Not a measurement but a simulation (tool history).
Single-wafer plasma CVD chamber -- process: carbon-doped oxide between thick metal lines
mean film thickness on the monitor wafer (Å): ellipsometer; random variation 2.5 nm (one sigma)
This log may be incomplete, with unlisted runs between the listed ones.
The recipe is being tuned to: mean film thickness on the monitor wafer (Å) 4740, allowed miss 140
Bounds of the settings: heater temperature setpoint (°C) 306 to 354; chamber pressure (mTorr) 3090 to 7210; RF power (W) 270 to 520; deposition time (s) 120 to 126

run	hour	heater temperature setpoint (°C)	chamber pressure (mTorr)	RF power (W)	deposition time (s)	mean film thickness on the monitor wafer (Å)
1	0	330	5150	395	126	5842
2	7.9	331	5080	385	126	5661.5
3	11.4	332	4980	380	126	5629.3
4	20.2	332	4950	370	126	5514.7
5	28.3	332	4950	370	120	5247.7
6	35.5	333	4890	365	120	5104.9
7	39.2	334	4830	365	120	5098.2
8	41.5	335	4780	365	120	5084.2
9	43	336	4720	365	120	5018.8
10	49.7	337	4680	365	120	5054.3
11	54.8	339	4410	330	120	4533.2
12	55.6	339	4450	330	120	4564.1
13	59.7	339	4480	330	120	4465.3
14	62.3	338	4510	330	120	4553.1
15	71.1	338	4510	330	120	4568.9
16	78.3	338	4540	330	120	4511.8
17	79.2	338	4560	330	120	4512.8
18	85.6	337	4570	330	120	4588.8
19	89.9	337	4570	330	120	4533.6
20	97.4	337	4590	330	120	4561.4

Which one of the following 5 next-run settings gets every result inside its allowed miss? There is exactly one.
A	104.9	333	4250	305	124	?
B	104.9	329	6580	285	120	?
C	104.9	341	4290	345	123	?
D	104.9	341	4230	320	120	?
E	104.9	341	3870	310	122	?

move	mean film thickness on the monitor wafer (Å)
A	4346.1
B	4183.6
C	4772.9
D	4322.2
E	4207.3
A: the biggest miss grows against the last run
B: the biggest miss grows against the last run
C: all results land within tolerance of their targets
D: the biggest miss grows against the last run
E: the biggest miss grows against the last run
The move that meets every target is C.
